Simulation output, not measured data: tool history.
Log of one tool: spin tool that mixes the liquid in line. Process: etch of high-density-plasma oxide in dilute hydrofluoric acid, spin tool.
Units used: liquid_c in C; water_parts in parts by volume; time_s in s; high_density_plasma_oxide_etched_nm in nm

run	hour	liquid_c	water_parts	time_s	high_density_plasma_oxide_etched_nm
1	0	23	180	280	8.9103
2	7.9	21.5	190	280	7.7518
3	8.9	20.5	195	280	7.3302
4	15.9	19.5	200	280	6.7758
5	20.7	21	200	280	7.1718
6	26.6	21	200	280	7.0993
7	35	20	205	280	6.7908

What does the tool deliver on the next run?
8	37.2	19	210	280	?

{"run 8": {"high_density_plasma_oxide_etched_nm": 6.2592}}

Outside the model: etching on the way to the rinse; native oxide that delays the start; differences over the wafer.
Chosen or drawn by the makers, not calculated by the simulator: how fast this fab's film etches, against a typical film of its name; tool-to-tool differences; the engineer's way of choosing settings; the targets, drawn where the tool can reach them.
